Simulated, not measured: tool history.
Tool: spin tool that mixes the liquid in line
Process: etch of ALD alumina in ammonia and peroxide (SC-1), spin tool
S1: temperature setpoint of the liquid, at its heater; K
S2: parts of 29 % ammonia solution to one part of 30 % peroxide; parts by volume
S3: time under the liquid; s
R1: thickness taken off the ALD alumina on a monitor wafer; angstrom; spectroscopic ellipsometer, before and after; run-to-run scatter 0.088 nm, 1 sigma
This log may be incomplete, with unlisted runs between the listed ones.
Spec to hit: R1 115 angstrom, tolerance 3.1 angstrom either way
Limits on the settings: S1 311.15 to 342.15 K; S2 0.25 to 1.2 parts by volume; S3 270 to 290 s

run,hour,S1,S2,S3,R1
1,0,326.15,0.95,270,96.762
2,2.7,326.15,0.7,270,93.574
3,5.4,326.15,0.7,290,100.61
4,11.2,326.65,0.7,290,105.67
5,13.3,323.65,0.7,290,88.986
6,15.9,323.65,0.5,290,85.772
7,24.6,324.65,0.5,290,89.209
8,30.6,325.65,0.5,290,95.458
9,31.6,326.15,0.5,290,98.318
10,35.1,326.65,0.5,290,99.659
11,39.7,327.15,0.5,290,103.47
12,43.9,327.65,0.5,290,107.19

Exactly one of the 5 candidate moves below puts every result within its allowed miss. Which one?
A,48.1,330.15,0.4,285,?
B,48.1,326.65,0.65,270,?
C,48.1,327.15,0.25,290,?
D,48.1,327.15,0.75,270,?
E,48.1,328.15,0.4,285,?

move,R1
A,117.53
B,96.835
C,97.576
D,100.82
E,105.76
A: in spec on every target
B: misses by more than the last run did
C: misses by more than the last run did
D: misses by more than the last run did
E: misses by more than the last run did
A meets every target.
